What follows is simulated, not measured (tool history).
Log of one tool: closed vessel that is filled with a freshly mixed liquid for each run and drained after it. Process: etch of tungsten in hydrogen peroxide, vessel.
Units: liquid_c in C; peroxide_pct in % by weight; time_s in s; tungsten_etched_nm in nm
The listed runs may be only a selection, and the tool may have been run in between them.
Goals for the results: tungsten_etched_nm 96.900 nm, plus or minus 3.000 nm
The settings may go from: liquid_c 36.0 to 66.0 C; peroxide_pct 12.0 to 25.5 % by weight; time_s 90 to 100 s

Run 1, hour 0.0: liquid_c 52.0 C, peroxide_pct 17.5 % by weight, time_s 90 s. Result: tungsten_etched_nm 151.960 nm.
Run 2, hour 3.3: liquid_c 46.0 C, peroxide_pct 17.5 % by weight, time_s 90 s. Result: tungsten_etched_nm 104.730 nm.
Run 3, hour 11.0: liquid_c 46.0 C, peroxide_pct 17.5 % by weight, time_s 100 s. Result: tungsten_etched_nm 115.710 nm.
Run 4, hour 15.2: liquid_c 46.0 C, peroxide_pct 21.0 % by weight, time_s 100 s. Result: tungsten_etched_nm 129.160 nm.
Run 5, hour 23.8: liquid_c 46.0 C, peroxide_pct 24.5 % by weight, time_s 100 s. Result: tungsten_etched_nm 138.940 nm.
Run 6, hour 27.7: liquid_c 46.0 C, peroxide_pct 21.5 % by weight, time_s 100 s. Result: tungsten_etched_nm 130.350 nm.
Run 7, hour 29.2: liquid_c 44.5 C, peroxide_pct 21.5 % by weight, time_s 100 s. Result: tungsten_etched_nm 117.880 nm.
Run 8, hour 37.2: liquid_c 43.5 C, peroxide_pct 21.5 % by weight, time_s 100 s. Result: tungsten_etched_nm 109.530 nm.
Run 9, hour 45.3: liquid_c 43.0 C, peroxide_pct 21.5 % by weight, time_s 100 s. Result: tungsten_etched_nm 106.990 nm.

Which single option among these 4 for the next run brings every result within its allowed miss of target? Just one does.
Run A, hour 53.4: liquid_c 44.0 C, peroxide_pct 21.0 % by weight, time_s 100 s. Result: tungsten_etched_nm ?.
Run B, hour 53.4: liquid_c 46.0 C, peroxide_pct 19.5 % by weight, time_s 100 s. Result: tungsten_etched_nm ?.
Run C, hour 53.4: liquid_c 42.0 C, peroxide_pct 22.5 % by weight, time_s 95 s. Result: tungsten_etched_nm ?.
Run D, hour 53.4: liquid_c 45.0 C, peroxide_pct 21.5 % by weight, time_s 100 s. Result: tungsten_etched_nm ?.

move  tungsten_etched_nm
   A             113.790
   B             124.380
   C              98.476
   D             122.650
A: lands further from the targets than the last run did
B: lands further from the targets than the last run did
C: all results land within tolerance of their targets
D: lands further from the targets than the last run did
Go with C: it meets all targets.
